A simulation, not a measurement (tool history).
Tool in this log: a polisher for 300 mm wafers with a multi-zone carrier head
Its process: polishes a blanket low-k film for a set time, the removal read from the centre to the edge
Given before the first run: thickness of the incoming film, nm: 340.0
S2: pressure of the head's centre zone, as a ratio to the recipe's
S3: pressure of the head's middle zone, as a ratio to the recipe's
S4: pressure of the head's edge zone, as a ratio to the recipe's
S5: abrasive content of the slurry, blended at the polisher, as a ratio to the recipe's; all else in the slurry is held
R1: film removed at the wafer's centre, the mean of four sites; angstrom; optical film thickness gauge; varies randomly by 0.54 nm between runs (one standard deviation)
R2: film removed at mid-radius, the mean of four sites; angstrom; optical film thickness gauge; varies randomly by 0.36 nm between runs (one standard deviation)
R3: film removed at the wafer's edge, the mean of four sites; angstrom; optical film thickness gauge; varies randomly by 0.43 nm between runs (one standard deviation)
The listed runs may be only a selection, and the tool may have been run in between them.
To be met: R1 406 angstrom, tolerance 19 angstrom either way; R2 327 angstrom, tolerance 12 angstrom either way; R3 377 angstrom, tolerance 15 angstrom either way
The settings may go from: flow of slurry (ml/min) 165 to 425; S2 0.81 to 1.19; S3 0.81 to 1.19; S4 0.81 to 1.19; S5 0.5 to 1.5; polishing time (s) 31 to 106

Run 1, hour 0: flow of slurry (ml/min) 275, S2 1, S3 1, S4 1, S5 1, polishing time (s) 68. Result: R1 264.79 angstrom, R2 267.99 angstrom, R3 271.01 angstrom.
Run 2, hour 4.1: flow of slurry (ml/min) 275, S2 1, S3 1.07, S4 1, S5 1, polishing time (s) 68. Result: R1 261.6 angstrom, R2 282.87 angstrom, R3 267.44 angstrom.
Run 3, hour 9.9: flow of slurry (ml/min) 275, S2 1, S3 1.13, S4 1, S5 1, polishing time (s) 68. Result: R1 264.37 angstrom, R2 286.27 angstrom, R3 267.99 angstrom.
Run 4, hour 16.9: flow of slurry (ml/min) 275, S2 1, S3 1.13, S4 1.06, S5 1, polishing time (s) 68. Result: R1 264.36 angstrom, R2 288.66 angstrom, R3 272.99 angstrom.
Run 5, hour 18: flow of slurry (ml/min) 275, S2 1, S3 1.13, S4 1.06, S5 0.9, polishing time (s) 68. Result: R1 248.24 angstrom, R2 279 angstrom, R3 257.5 angstrom.
Run 6, hour 18.8: flow of slurry (ml/min) 275, S2 1.02, S3 1.11, S4 1.07, S5 1, polishing time (s) 68. Result: R1 266.03 angstrom, R2 286.33 angstrom, R3 275.28 angstrom.
Run 7, hour 22.8: flow of slurry (ml/min) 280, S2 1.05, S3 1.09, S4 1.07, S5 1.1, polishing time (s) 68. Result: R1 288.69 angstrom, R2 297.45 angstrom, R3 284.32 angstrom.
Run 8, hour 25.1: flow of slurry (ml/min) 265, S2 1.13, S3 0.99, S4 1.17, S5 1.35, polishing time (s) 77. Result: R1 379.55 angstrom, R2 348.05 angstrom, R3 377 angstrom.
Run 9, hour 33.6: flow of slurry (ml/min) 265, S2 1.14, S3 0.97, S4 1.17, S5 1.35, polishing time (s) 77. Result: R1 391.78 angstrom, R2 336.09 angstrom, R3 373.31 angstrom.
Run 10, hour 35.5: flow of slurry (ml/min) 265, S2 1.14, S3 0.96, S4 1.17, S5 1.35, polishing time (s) 77. Result: R1 380.34 angstrom, R2 338.6 angstrom, R3 375.77 angstrom.

Which one of the following 5 next-run settings gets every result inside its allowed miss? There is exactly one.
Run A, hour 37.4: flow of slurry (ml/min) 250, S2 1.15, S3 1.02, S4 1.09, S5 1.35, polishing time (s) 77. Result: R1 ?, R2 ?, R3 ?.
Run B, hour 37.4: flow of slurry (ml/min) 230, S2 1.02, S3 0.98, S4 1.19, S5 1.4, polishing time (s) 77. Result: R1 ?, R2 ?, R3 ?.
Run C, hour 37.4: flow of slurry (ml/min) 285, S2 1.13, S3 1, S4 1.15, S5 1.2, polishing time (s) 83. Result: R1 ?, R2 ?, R3 ?.
Run D, hour 37.4: flow of slurry (ml/min) 260, S2 1.09, S3 0.92, S4 1.19, S5 1.4, polishing time (s) 74. Result: R1 ?, R2 ?, R3 ?.
Run E, hour 37.4: flow of slurry (ml/min) 315, S2 1.19, S3 0.93, S4 1.19, S5 1.3, polishing time (s) 77. Result: R1 ?, R2 ?, R3 ?.

move      R1      R2      R3
   A  382.44   345.6  354.92
   B   339.8  337.84  373.92
   C  391.92  355.09  378.62
   D  354.85  315.78  363.62
   E  400.35  327.57  372.89
A: the biggest miss grows against the last run
B: the biggest miss grows against the last run
C: gets the furthest-off result to its target, but another result is out of tolerance
D: the biggest miss grows against the last run
E: all results land within tolerance of their targets
The right move is E.
